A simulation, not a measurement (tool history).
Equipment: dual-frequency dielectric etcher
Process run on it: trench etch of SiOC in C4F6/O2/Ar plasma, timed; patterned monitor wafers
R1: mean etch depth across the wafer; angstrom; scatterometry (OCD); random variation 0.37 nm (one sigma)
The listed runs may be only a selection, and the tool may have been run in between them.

Run 1, hour 0: source power (kW) 0.4, bias power (kW) 0.23, etch time (s) 26.5. Result: R1 524.46 angstrom.
Run 2, hour 2.7: source power (kW) 0.37, bias power (kW) 0.23, etch time (s) 26.5. Result: R1 510.23 angstrom.
Run 3, hour 9: source power (kW) 0.39, bias power (kW) 0.237, etch time (s) 26.5. Result: R1 532.68 angstrom.
Run 4, hour 15.9: source power (kW) 0.34, bias power (kW) 0.237, etch time (s) 26.5. Result: R1 491.7 angstrom.
Run 5, hour 17.5: source power (kW) 0.37, bias power (kW) 0.24, etch time (s) 26.5. Result: R1 518.24 angstrom.
Run 6, hour 21.6: source power (kW) 0.39, bias power (kW) 0.242, etch time (s) 26.5. Result: R1 526.01 angstrom.

Run 7 has not been measured yet. What should we expect?
Run 7, hour 24.8: source power (kW) 0.41, bias power (kW) 0.246, etch time (s) 26.5. Result: R1 ?.

R1: 554 angstrom

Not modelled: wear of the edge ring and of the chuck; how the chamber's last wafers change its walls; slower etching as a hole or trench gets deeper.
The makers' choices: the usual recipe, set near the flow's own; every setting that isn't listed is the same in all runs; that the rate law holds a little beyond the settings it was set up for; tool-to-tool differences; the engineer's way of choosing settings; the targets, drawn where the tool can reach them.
